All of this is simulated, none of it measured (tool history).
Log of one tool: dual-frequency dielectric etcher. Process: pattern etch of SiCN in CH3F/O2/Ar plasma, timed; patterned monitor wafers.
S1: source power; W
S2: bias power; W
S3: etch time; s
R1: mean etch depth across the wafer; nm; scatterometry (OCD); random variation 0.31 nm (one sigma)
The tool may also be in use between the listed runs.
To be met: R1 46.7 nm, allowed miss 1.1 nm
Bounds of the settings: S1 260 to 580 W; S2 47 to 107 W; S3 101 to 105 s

run,day,S1,S2,S3,R1
1,0,420,77,101,40.145
2,0.317,420,72,101,39.242
3,0.362,420,72,105,40.546
4,0.592,440,73,105,41.889
5,0.804,460,74,105,43.249
6,1.112,470,74,105,43.95
7,1.283,480,74,105,43.104
8,1.417,490,75,105,44.823
9,1.7,500,75,105,44.307
10,1.8,510,76,105,45.57

Which of these 4 next moves meets every target?
A,1.9,540,95,101,?
B,1.9,510,99,102.5,?
C,1.9,530,85,101,?
D,1.9,540,86,105,?

move,R1
A,49.357
B,49.752
C,46.764
D,49.239
A: takes the result that was furthest off past its target
B: takes the result that was furthest off past its target
C: meets every target
D: takes the result that was furthest off past its target
Move C is the one to make.
